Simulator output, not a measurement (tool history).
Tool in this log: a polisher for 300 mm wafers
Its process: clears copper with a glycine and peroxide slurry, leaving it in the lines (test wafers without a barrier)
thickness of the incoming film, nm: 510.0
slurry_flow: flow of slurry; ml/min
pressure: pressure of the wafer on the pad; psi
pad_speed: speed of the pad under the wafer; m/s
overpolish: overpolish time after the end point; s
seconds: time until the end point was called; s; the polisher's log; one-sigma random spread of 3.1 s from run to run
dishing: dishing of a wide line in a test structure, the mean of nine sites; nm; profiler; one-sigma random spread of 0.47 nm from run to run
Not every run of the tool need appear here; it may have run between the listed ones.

Run 1, hour 0.0: slurry_flow 245 ml/min, pressure 3.3 psi, pad_speed 1.02 m/s, overpolish 14 s. Result: seconds 85.349 s, dishing 42.473 nm.
Run 2, hour 3.7: slurry_flow 245 ml/min, pressure 2.9 psi, pad_speed 1.02 m/s, overpolish 14 s. Result: seconds 95.246 s, dishing 39.086 nm.
Run 3, hour 10.0: slurry_flow 210 ml/min, pressure 2.9 psi, pad_speed 1.02 m/s, overpolish 14 s. Result: seconds 98.888 s, dishing 38.847 nm.
Run 4, hour 16.1: slurry_flow 205 ml/min, pressure 2.7 psi, pad_speed 0.98 m/s, overpolish 15 s. Result: seconds 108.330 s, dishing 38.308 nm.
Run 5, hour 21.7: slurry_flow 205 ml/min, pressure 2.7 psi, pad_speed 0.82 m/s, overpolish 15 s. Result: seconds 123.720 s, dishing 34.171 nm.
Run 6, hour 30.5: slurry_flow 200 ml/min, pressure 2.5 psi, pad_speed 0.82 m/s, overpolish 16 s. Result: seconds 133.520 s, dishing 34.539 nm.

What will run 7 give?
Run 7, hour 33.7: slurry_flow 200 ml/min, pressure 2.3 psi, pad_speed 0.82 m/s, overpolish 17 s. Result: seconds ?, dishing ?.

seconds: 141.710 s
dishing: 33.540 nm

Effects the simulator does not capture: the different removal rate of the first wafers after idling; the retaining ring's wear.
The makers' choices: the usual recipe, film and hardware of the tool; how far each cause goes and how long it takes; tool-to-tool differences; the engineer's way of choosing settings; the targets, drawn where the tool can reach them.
